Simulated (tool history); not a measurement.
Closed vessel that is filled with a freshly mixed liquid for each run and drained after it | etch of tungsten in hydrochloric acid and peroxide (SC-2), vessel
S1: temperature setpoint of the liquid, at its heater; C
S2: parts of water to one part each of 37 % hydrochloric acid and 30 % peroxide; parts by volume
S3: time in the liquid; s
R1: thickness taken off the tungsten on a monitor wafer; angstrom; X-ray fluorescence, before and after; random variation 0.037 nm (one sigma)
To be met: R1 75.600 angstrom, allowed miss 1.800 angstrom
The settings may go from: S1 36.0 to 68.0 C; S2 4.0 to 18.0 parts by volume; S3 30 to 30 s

run,hour,S1,S2,S3,R1
1,0.0,52.0,10.0,30,88.317
2,7.0,51.5,10.0,30,85.049
3,9.5,50.5,10.0,30,79.607
4,16.4,46.5,10.0,30,61.014
5,24.5,43.5,10.0,30,49.743
6,32.2,47.5,10.0,30,65.365
7,35.4,48.0,10.0,30,67.080
8,42.1,49.0,10.0,30,72.835

4 next moves are on the table. One of them brings every result within its allowed miss. Which?
A,48.8,40.5,4.0,30,?
B,48.8,51.0,11.0,30,?
C,48.8,51.0,12.0,30,?
D,48.8,49.0,10.5,30,?

move,R1
A,80.426
B,76.190
C,70.747
D,69.345
A: takes the result that was furthest off past its target
B: meets every target
C: further off than the last run
D: further off than the last run
Answer: B

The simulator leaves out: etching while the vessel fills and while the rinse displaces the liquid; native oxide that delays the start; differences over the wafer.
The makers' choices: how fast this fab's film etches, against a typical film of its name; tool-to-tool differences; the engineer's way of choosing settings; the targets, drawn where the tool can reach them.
